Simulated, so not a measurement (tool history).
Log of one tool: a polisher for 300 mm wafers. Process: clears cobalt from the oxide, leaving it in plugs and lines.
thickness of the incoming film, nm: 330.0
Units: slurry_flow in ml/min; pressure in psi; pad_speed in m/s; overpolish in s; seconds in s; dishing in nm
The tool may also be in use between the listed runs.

{"run": 1, "hour": 0.0, "slurry_flow": 125, "pressure": 1.3, "pad_speed": 1.18, "overpolish": 24, "seconds": 95.63, "dishing": 39.04}
{"run": 2, "hour": 2.0, "slurry_flow": 125, "pressure": 1.6, "pad_speed": 1.18, "overpolish": 24, "seconds": 76.607, "dishing": 41.529}
{"run": 3, "hour": 5.1, "slurry_flow": 125, "pressure": 1.9, "pad_speed": 1.18, "overpolish": 24, "seconds": 64.193, "dishing": 42.457}
{"run": 4, "hour": 12.9, "slurry_flow": 155, "pressure": 1.9, "pad_speed": 1.18, "overpolish": 24, "seconds": 63.46, "dishing": 42.605}
{"run": 5, "hour": 18.7, "slurry_flow": 155, "pressure": 1.9, "pad_speed": 1.3, "overpolish": 24, "seconds": 59.822, "dishing": 42.672}
{"run": 6, "hour": 26.9, "slurry_flow": 170, "pressure": 1.5, "pad_speed": 1.26, "overpolish": 18, "seconds": 73.843, "dishing": 36.304}
{"run": 7, "hour": 34.3, "slurry_flow": 180, "pressure": 1.3, "pad_speed": 1.04, "overpolish": 14, "seconds": 96.561, "dishing": 29.537}

Run 8 comes next. What will it give?
{"run": 8, "hour": 40.6, "slurry_flow": 195, "pressure": 1, "pad_speed": 0.7, "overpolish": 7, "seconds": "?", "dishing": "?"}

Run 8 gave seconds 151.41 s, dishing 12.604 nm.
